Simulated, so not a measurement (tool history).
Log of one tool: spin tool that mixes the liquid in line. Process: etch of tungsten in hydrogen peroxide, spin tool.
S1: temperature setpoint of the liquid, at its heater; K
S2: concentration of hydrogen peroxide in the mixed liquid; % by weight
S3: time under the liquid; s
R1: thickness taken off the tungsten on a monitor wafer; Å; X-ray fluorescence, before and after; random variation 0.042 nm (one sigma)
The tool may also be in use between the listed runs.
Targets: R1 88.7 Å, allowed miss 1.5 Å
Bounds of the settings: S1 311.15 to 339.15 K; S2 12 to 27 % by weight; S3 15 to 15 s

run,hour,S1,S2,S3,R1
1,0,327.15,18,15,165.15
2,1.9,331.15,18,15,208.62
3,3.5,326.15,18,15,155.55
4,7.8,319.15,18,15,100.7
5,11.2,324.65,18,15,141.37
6,16.7,322.15,18,15,121.64
7,22.8,320.15,18,15,108.09
8,26.5,316.15,18,15,83.858

Which of these 5 next moves meets every target?
A,30.2,317.15,20,15,?
B,30.2,319.65,14.5,15,?
C,30.2,317.65,18.5,15,?
D,30.2,315.65,20,15,?
E,30.2,316.15,20,15,?

move,R1
A,94.108
B,93.789
C,93.424
D,85.525
E,88.305
A: takes the result that was furthest off past its target
B: takes the result that was furthest off past its target
C: takes the result that was furthest off past its target
D: nearer than the last run, and not there yet
E: meets every target
Move E is the one to make.

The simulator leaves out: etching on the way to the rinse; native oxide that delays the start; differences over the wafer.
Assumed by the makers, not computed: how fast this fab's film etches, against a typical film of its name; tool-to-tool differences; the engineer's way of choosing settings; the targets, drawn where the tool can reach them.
